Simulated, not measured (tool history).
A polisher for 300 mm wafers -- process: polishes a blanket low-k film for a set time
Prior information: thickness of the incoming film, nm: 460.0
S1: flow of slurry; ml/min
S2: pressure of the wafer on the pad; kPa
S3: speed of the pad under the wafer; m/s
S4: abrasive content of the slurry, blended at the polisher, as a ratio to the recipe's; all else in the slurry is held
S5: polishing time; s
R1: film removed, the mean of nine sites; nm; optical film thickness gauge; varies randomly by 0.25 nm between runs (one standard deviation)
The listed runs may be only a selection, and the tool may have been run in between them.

run 1 hour=0 | S1=155 S2=16.5 S3=1.28 S4=1 S5=42 | R1=22.377
run 2 hour=2.1 | S1=155 S2=16.5 S3=0.98 S4=1 S5=42 | R1=19.495
run 3 hour=6.6 | S1=155 S2=16.5 S3=0.98 S4=1.15 S5=42 | R1=20.561
run 4 hour=15 | S1=120 S2=16.5 S3=0.98 S4=1.15 S5=42 | R1=19.583
run 5 hour=18 | S1=120 S2=16.5 S3=0.98 S4=1.35 S5=42 | R1=20.542
run 6 hour=26.2 | S1=125 S2=17.2 S3=0.98 S4=1.35 S5=42 | R1=21.349
run 7 hour=34.2 | S1=130 S2=17.9 S3=0.98 S4=1.35 S5=42 | R1=22.087
run 8 hour=39 | S1=135 S2=18.6 S3=0.98 S4=1.35 S5=42 | R1=23.179

Estimate the outcome of run 9 from the log above:
run 9 hour=44.2 | S1=140 S2=19.3 S3=0.98 S4=1.35 S5=42 | R1=?

{"run 9": {"R1": 24.012}}
